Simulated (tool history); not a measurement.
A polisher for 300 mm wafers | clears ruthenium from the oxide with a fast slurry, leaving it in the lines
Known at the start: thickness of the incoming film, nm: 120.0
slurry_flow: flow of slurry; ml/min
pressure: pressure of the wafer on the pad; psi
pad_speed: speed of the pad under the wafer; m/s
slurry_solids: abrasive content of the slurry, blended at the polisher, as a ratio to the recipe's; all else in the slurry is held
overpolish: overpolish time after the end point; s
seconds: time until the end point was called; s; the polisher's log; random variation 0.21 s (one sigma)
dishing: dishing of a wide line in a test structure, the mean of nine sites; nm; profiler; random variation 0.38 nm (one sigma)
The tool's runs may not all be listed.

run,hour,slurry_flow,pressure,pad_speed,slurry_solids,overpolish,seconds,dishing
1,0.0,230,2.6,0.82,1.0,17,32.106,30.500
2,4.5,190,2.6,0.82,1.0,17,32.714,29.570
3,8.4,195,2.8,0.82,1.0,15,30.344,28.922
4,13.5,200,3.0,0.82,1.0,14,28.630,29.824
5,22.3,200,3.2,0.82,1.0,12,26.374,27.947
6,31.0,200,3.2,0.82,0.9,12,28.542,27.017
7,37.3,200,3.4,0.82,0.9,12,26.237,28.453
8,39.4,205,3.5,0.82,0.9,11,25.360,27.451

Run 9 comes next. What will it give?
9,44.4,205,3.6,0.82,0.9,11,?,?

{"run 9": {"seconds": 24.733, "dishing": 27.887}}
